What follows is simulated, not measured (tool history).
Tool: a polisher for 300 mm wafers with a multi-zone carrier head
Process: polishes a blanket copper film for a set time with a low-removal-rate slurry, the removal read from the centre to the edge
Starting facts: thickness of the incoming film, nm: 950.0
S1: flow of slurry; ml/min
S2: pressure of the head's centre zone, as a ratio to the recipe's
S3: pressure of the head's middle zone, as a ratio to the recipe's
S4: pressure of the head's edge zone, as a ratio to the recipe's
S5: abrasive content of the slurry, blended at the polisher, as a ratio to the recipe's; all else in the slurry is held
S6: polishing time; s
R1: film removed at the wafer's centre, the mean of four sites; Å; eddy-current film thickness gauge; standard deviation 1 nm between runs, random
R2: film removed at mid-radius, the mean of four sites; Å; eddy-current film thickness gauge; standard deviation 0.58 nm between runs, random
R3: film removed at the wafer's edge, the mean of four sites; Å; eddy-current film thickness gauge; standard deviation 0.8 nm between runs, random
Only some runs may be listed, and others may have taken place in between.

run,day,S1,S2,S3,S4,S5,S6,R1,R2,R3
1,0,305,1,1,1,1,63,1475.1,1481.4,1516.6
2,0.217,300,0.98,0.98,0.98,0.9,59,1328.9,1343.6,1372.3
3,0.575,295,0.96,0.95,0.97,0.85,56,1250.1,1216.1,1272.7
4,0.875,325,0.96,0.95,0.97,0.85,56,1219.1,1230.4,1306.4
5,0.954,320,0.94,0.93,0.95,0.8,53,1131.4,1132.4,1180.5
# day 1.288: slurry nozzle cleaned
6,1.288,320,0.92,0.91,0.95,0.75,51,1074,1085.5,1163.5
7,1.329,320,0.91,0.9,0.94,0.7,49,1009.5,1026.9,1100.2

Expected results for the next run?
8,1.5,315,0.9,0.89,0.93,0.65,48,?,?,?

R1: 957.64 Å
R2: 973.88 Å
R3: 1035 Å
